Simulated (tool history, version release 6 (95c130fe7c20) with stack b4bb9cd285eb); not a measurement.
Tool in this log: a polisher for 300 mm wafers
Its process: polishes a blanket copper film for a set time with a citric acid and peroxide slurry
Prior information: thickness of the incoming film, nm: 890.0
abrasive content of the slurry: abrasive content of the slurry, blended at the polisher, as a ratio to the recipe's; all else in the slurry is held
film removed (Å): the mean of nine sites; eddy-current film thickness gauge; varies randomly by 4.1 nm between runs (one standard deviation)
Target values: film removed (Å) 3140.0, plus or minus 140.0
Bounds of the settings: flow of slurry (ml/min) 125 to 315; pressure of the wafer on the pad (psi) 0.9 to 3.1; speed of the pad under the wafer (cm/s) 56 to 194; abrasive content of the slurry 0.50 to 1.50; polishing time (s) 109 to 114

| run | hour | flow of slurry (ml/min) | pressure of the wafer on the pad (psi) | speed of the pad under the wafer (cm/s) | abrasive content of the slurry | polishing time (s) | film removed (Å) |
|---|---|---|---|---|---|---|---|
| 1 | 0.0 | 205 | 2.0 | 124 | 1.00 | 109 | 1996.5 |
| 2 | 1.5 | 205 | 2.0 | 124 | 1.00 | 114 | 2061.3 |
| 3 | 7.7 | 205 | 2.0 | 124 | 0.80 | 114 | 2041.8 |
| 4 | 9.8 | 205 | 2.1 | 124 | 0.80 | 114 | 2060.5 |
| 5 | 17.0 | 205 | 2.1 | 104 | 0.80 | 114 | 1766.0 |
| 6 | 26.0 | 205 | 2.1 | 124 | 0.80 | 114 | 2054.4 |
| 7 | 30.8 | 205 | 2.2 | 126 | 0.80 | 114 | 2165.1 |
| 8 | 37.2 | 205 | 2.3 | 128 | 0.80 | 114 | 2272.7 |
| 9 | 43.6 | 205 | 2.4 | 130 | 0.80 | 114 | 2376.9 |
| 10 | 45.8 | 205 | 2.4 | 130 | 0.80 | 114 | 2387.8 |
| 11 | 47.3 | 205 | 2.5 | 130 | 0.80 | 114 | 2469.3 |
| 12 | 48.8 | 205 | 2.6 | 130 | 0.80 | 114 | 2534.1 |
| 13 | 55.6 | 205 | 2.7 | 130 | 0.80 | 114 | 2577.6 |
| 14 | 59.2 | 205 | 2.7 | 132 | 0.80 | 114 | 2644.5 |
| 15 | 64.9 | 205 | 2.9 | 136 | 0.80 | 114 | 2799.6 |

Consider the 5 candidate settings below. Which is the only one whose results all fall within their allowed miss of target?
| A | 70.6 | 200 | 2.9 | 142 | 0.85 | 110 | ? |
| B | 70.6 | 185 | 2.6 | 180 | 1.00 | 114 | ? |
| C | 70.6 | 250 | 3.0 | 150 | 0.85 | 109 | ? |
| D | 70.6 | 170 | 2.7 | 142 | 0.85 | 114 | ? |
| E | 70.6 | 160 | 3.1 | 138 | 0.80 | 114 | ? |

| move | film removed (Å) |
|---|---|
| A | 2909.8 |
| B | 3611.2 |
| C | 3203.8 |
| D | 2801.9 |
| E | 2922.1 |
A: nearer the targets than the last run, but a result is still out of spec
B: pushes the last run's worst result past its target
C: each result inside its tolerance
D: about as far from the targets as the last run
E: nearer the targets than the last run, but a result is still out of spec
C meets every target.
